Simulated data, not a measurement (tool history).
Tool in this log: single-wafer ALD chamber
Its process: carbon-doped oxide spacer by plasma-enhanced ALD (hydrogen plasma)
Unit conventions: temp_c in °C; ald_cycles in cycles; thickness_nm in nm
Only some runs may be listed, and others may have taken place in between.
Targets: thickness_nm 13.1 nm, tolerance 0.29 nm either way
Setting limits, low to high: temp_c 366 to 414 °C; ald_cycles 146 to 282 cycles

run,day,temp_c,ald_cycles,thickness_nm
1,0,390,214,10.625
2,0.271,398,214,10.534
3,0.367,398,226,11.149
4,0.746,405,226,10.866
5,0.917,401,226,11.022
6,1.3,400,236,11.597
7,1.579,399,243,11.936
8,1.938,398,249,12.287
9,2.204,397,253,12.563
10,2.429,397,255,12.673
11,2.571,397,257,12.698
12,2.742,397,259,12.665

Exercise: of the 5 proposed moves below, exactly one satisfies all targets within the stated allowed misses. Which move is it?
A,2.912,407,282,?
B,2.912,400,268,?
C,2.912,401,259,?
D,2.912,394,282,?
E,2.912,402,279,?

move,thickness_nm
A,13.527
B,13.172
C,12.686
D,13.919
E,13.618
A: carries the result that was furthest off beyond its target, to the other side
B: all results land within tolerance of their targets
C: as far off as the last run
D: carries the result that was furthest off beyond its target, to the other side
E: carries the result that was furthest off beyond its target, to the other side
So the answer is move B, the one that meets all the targets.
